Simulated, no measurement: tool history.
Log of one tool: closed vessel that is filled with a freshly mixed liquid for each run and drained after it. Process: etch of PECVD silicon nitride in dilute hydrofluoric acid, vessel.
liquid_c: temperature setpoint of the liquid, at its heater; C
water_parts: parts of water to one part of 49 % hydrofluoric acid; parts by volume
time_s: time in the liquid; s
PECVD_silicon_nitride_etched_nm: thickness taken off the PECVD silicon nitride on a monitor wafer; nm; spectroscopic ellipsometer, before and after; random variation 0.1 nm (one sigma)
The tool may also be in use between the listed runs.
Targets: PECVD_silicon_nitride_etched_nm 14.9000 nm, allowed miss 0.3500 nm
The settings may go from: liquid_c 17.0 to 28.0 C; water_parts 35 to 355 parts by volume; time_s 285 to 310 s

run	hour	liquid_c	water_parts	time_s	PECVD_silicon_nitride_etched_nm
1	0.0	20.0	195	285	6.0480
2	8.0	22.0	195	285	6.9307
3	12.2	24.0	170	285	8.9951
4	18.0	25.5	155	285	10.7870
5	26.8	25.5	90	285	18.6320
6	34.9	25.5	90	310	20.2940
7	37.2	23.5	90	310	17.7880
8	38.8	22.5	90	310	16.5630
9	42.1	22.0	90	310	16.0780
10	43.3	21.5	90	310	15.4480

4 next moves are on the table. One of them brings every result within its allowed miss. Which?
A	44.5	23.5	100	310	?
B	44.5	21.0	90	310	?
C	44.5	20.5	80	310	?
D	44.5	22.0	85	290	?

move	PECVD_silicon_nitride_etched_nm
A	16.1310
B	15.1310
C	16.4090
D	16.0170
A: further off than the last run
B: meets every target
C: further off than the last run
D: further off than the last run
Move B is the one to make.
